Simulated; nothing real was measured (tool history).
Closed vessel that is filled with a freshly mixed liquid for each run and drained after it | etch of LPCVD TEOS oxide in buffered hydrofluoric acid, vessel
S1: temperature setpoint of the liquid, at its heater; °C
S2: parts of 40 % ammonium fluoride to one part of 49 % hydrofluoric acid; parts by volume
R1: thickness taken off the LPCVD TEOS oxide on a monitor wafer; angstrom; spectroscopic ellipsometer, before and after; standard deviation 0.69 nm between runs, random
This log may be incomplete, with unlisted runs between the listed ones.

{"run": 1, "hour": 0.0, "S1": 22.0, "S2": 15.0, "time in the liquid (s)": 90, "R1": 1318.8}
{"run": 2, "hour": 1.1, "S1": 22.5, "S2": 15.0, "time in the liquid (s)": 90, "R1": 1365.4}
{"run": 3, "hour": 4.1, "S1": 22.5, "S2": 15.0, "time in the liquid (s)": 90, "R1": 1345.7}
{"run": 4, "hour": 5.5, "S1": 22.5, "S2": 15.0, "time in the liquid (s)": 95, "R1": 1436.5}
{"run": 5, "hour": 11.9, "S1": 22.5, "S2": 15.0, "time in the liquid (s)": 95, "R1": 1430.9}
{"run": 6, "hour": 14.1, "S1": 22.5, "S2": 17.0, "time in the liquid (s)": 95, "R1": 1272.2}
{"run": 7, "hour": 18.7, "S1": 23.5, "S2": 17.0, "time in the liquid (s)": 95, "R1": 1334.4}
{"run": 8, "hour": 23.4, "S1": 24.0, "S2": 17.0, "time in the liquid (s)": 95, "R1": 1369.1}

Predict the results of run 9:
{"run": 9, "hour": 28.3, "S1": 24.5, "S2": 17.0, "time in the liquid (s)": 95, "R1": "?"}

Run 9 measured R1 1403.4 angstrom.

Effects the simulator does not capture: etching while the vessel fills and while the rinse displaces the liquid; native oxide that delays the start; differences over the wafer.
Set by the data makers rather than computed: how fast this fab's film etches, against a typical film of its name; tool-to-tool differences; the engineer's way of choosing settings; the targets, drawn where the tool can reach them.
